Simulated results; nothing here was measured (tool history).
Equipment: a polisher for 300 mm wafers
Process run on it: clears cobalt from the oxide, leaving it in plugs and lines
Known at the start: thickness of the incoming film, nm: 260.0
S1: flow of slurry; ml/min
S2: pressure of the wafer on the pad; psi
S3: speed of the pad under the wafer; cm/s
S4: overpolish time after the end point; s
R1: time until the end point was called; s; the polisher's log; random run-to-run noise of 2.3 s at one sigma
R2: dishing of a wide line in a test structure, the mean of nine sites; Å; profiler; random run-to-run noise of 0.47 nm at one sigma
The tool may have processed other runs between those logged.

run    day   S1   S2  S3  S4       R1      R2
  1  0.000  205  2.3  84  30   59.400  496.94
  2  0.342  205  2.0  84  30   65.884  482.92
  3  0.650  205  2.0  74  30   74.293  467.02
  4  0.875  205  2.0  74  39   73.023  496.74
  5  0.896  205  2.0  74  27   74.009  446.09
  6  1.188  205  1.8  70  30   86.850  448.34
  7  1.267  205  1.6  70  30   93.533  427.66
  8  1.529  205  1.5  68  32   99.365  424.62
  9  1.738  205  1.4  66  34  112.340  409.41
 10  2.004  205  1.4  66  36  110.330  432.36
 11  2.271  205  1.0  64  35  149.600  376.99
 12  2.546  205  1.0  64  35  148.980  365.77
 13  2.683  205  1.3  66  49  118.380  471.14
 14  2.738  205  1.3  66  47  121.210  471.00
 15  2.921  205  1.3  66  45  115.780  464.28
 16  3.167  205  1.0  62  32  153.730  350.44
 17  3.504  205  1.1  62  34  144.900  375.75
 18  3.538  205  1.1  62  35  141.430  379.17
 19  3.671  205  1.1  62  36  146.660  380.59

Expected results for the next run?
 20  3.896  205  1.1  62  37   ?   ?

R1: 142.080 s
R2: 389.24 Å

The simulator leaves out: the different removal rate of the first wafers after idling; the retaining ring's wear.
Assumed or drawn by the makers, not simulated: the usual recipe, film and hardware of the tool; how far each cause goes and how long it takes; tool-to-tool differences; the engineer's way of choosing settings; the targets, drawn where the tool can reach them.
